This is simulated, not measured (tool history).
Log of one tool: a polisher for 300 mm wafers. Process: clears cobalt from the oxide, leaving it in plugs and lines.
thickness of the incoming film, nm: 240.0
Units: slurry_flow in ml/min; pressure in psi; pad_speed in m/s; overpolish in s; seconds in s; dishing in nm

{"run": 1, "hour": 0.0, "slurry_flow": 180, "pressure": 1.2, "pad_speed": 1.14, "overpolish": 28, "seconds": 75.439, "dishing": 54.871}
{"run": 2, "hour": 4.9, "slurry_flow": 160, "pressure": 1.2, "pad_speed": 1.14, "overpolish": 28, "seconds": 77.149, "dishing": 54.203}
{"run": 3, "hour": 7.6, "slurry_flow": 195, "pressure": 1.2, "pad_speed": 1.14, "overpolish": 28, "seconds": 75.064, "dishing": 55.261}
{"run": 4, "hour": 15.5, "slurry_flow": 175, "pressure": 1.2, "pad_speed": 1.14, "overpolish": 23, "seconds": 76.319, "dishing": 48.206}
{"run": 5, "hour": 21.7, "slurry_flow": 175, "pressure": 1.2, "pad_speed": 1.42, "overpolish": 23, "seconds": 61.067, "dishing": 55.512}
{"run": 6, "hour": 26.3, "slurry_flow": 160, "pressure": 1.1, "pad_speed": 1.44, "overpolish": 19, "seconds": 67.025, "dishing": 47.311}
{"run": 7, "hour": 28.4, "slurry_flow": 150, "pressure": 1, "pad_speed": 1.5, "overpolish": 16, "seconds": 72.019, "dishing": 38.957}
{"run": 8, "hour": 37.0, "slurry_flow": 140, "pressure": 0.9, "pad_speed": 1.56, "overpolish": 14, "seconds": 76.869, "dishing": 32.833}

The next listed run, before its measurement:
{"run": 9, "hour": 39.3, "slurry_flow": 135, "pressure": 0.9, "pad_speed": 1.62, "overpolish": 13, "seconds": "?", "dishing": "?"}

Run 9 gave seconds 74.673 s, dishing 32.927 nm.
